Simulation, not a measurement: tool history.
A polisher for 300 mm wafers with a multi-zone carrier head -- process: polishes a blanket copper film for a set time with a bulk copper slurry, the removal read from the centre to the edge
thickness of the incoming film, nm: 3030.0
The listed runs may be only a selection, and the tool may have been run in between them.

run	hour	flow of slurry (ml/min)	pressure of the head's centre zone	pressure of the head's middle zone	pressure of the head's edge zone	abrasive content of the slurry	polishing time (s)	film removed at the wafer's centre (Å)	film removed at mid-radius (Å)	film removed at the wafer's edge (Å)
1	0.0	220	1.00	1.00	1.00	1.00	84	9418.8	9692.6	9180.5
2	8.6	265	1.00	1.00	1.00	1.00	84	9653.1	9825.4	9280.2
3	16.2	265	1.00	1.08	1.00	1.00	84	9877.5	10422.0	9453.8
4	21.1	265	1.00	1.08	0.93	1.00	84	9674.2	10545.0	9167.5
5	26.2	265	1.00	1.08	0.93	1.00	98	11378.0	12048.0	10866.0
6	33.8	265	1.00	1.08	0.93	0.80	98	10887.0	11881.0	10153.0
7	34.4	260	1.01	1.02	0.94	0.75	96	11032.0	10796.0	9875.0
8	36.2	255	1.00	0.99	0.92	0.70	95	10269.0	10438.0	9614.3
9	38.6	250	1.01	0.97	0.91	0.65	93	10331.0	9843.8	9303.2

For run 10, what comes out?
10	43.6	215	0.96	0.92	0.81	0.50	89	?	?	?

Run 10 measured film removed at the wafer's centre (Å) 8647.8, film removed at mid-radius (Å) 8694.6, film removed at the wafer's edge (Å) 7924.3.
